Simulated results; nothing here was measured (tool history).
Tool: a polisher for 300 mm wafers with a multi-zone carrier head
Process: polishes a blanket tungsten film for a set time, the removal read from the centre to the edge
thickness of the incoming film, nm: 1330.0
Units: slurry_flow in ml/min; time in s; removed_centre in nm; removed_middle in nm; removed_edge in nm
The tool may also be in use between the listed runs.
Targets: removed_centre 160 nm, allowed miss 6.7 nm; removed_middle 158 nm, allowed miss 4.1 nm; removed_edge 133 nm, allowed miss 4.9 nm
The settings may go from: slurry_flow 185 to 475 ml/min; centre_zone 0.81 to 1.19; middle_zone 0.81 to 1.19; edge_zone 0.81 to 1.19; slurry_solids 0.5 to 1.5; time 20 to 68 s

run  hour  slurry_flow  centre_zone  middle_zone  edge_zone  slurry_solids  time  removed_centre  removed_middle  removed_edge
  1     0          305            1            1          1              1    44          244.85          246.66        239.41
  2   1.6          310         1.01         1.01       0.97            0.9    41          229.35          230.38        218.59
  3   8.8          310         1.01         1.01       0.97            0.8    41          231.89          223.67        213.75
  4  12.6          310         1.06         1.01       0.97            0.8    41          243.89          223.46        215.64
  5  21.1          315         1.05         1.02       0.94           0.75    38          219.94          206.26        195.01
  6  27.1          315         1.05         1.04       0.92            0.7    36          205.64          200.73        181.06
  7  34.6          315         1.05         1.04        0.9           0.65    34          192.81          186.14         169.4
  8  37.6          315         1.06         1.05       0.88            0.6    33          186.56          183.06        162.15
  9  44.3          315         1.07         1.05       0.87            0.6    32          184.33          175.67        155.12
 10    47          300         1.04         1.07       0.81            0.5    28          154.02          151.33         128.3

Which of these 4 next moves meets every target?
  A  49.7          225         1.07          1.1       0.87            0.7    25               ?               ?             ?
  B  49.7          265         1.17         1.13       0.81           0.65    25               ?               ?             ?
  C  49.7          285         1.11         1.01       0.83           0.65    28               ?               ?             ?
  D  49.7          345         1.07         1.09       0.81            0.5    28               ?               ?             ?

move  removed_centre  removed_middle  removed_edge
   A          140.14          139.55        120.36
   B          154.96          143.97         117.8
   C          165.73          147.59        133.99
   D          158.23          155.71        130.68
A: further off than the last run
B: further off than the last run
C: further off than the last run
D: meets every target
Move D is the one to make.

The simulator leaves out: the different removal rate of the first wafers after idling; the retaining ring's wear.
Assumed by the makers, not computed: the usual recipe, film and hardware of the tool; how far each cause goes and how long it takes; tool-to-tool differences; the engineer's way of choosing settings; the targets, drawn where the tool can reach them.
